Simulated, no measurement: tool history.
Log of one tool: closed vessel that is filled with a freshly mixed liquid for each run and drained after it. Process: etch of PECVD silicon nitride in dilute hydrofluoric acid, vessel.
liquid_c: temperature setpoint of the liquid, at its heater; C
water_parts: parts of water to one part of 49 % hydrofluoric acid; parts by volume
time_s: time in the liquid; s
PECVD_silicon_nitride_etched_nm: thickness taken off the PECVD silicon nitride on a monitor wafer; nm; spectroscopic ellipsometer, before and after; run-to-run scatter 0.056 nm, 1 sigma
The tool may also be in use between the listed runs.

| run | hour | liquid_c | water_parts | time_s | PECVD_silicon_nitride_etched_nm |
|---|---|---|---|---|---|
| 1 | 0.0 | 24.0 | 220 | 1010 | 9.8613 |
| 2 | 4.8 | 22.5 | 225 | 1010 | 8.8323 |
| 3 | 9.6 | 21.5 | 230 | 1010 | 8.1661 |
| 4 | 14.0 | 20.5 | 230 | 1010 | 7.6662 |
| 5 | 22.8 | 20.0 | 230 | 1010 | 7.3196 |
| 6 | 28.7 | 19.5 | 230 | 1010 | 7.2350 |
| 7 | 34.0 | 19.0 | 230 | 1010 | 6.9968 |
| 8 | 40.4 | 18.5 | 230 | 1010 | 6.6774 |

What does the tool deliver on the next run?
| 9 | 49.6 | 18.0 | 230 | 1010 | ? |

{"run 9": {"PECVD_silicon_nitride_etched_nm": 6.6463}}
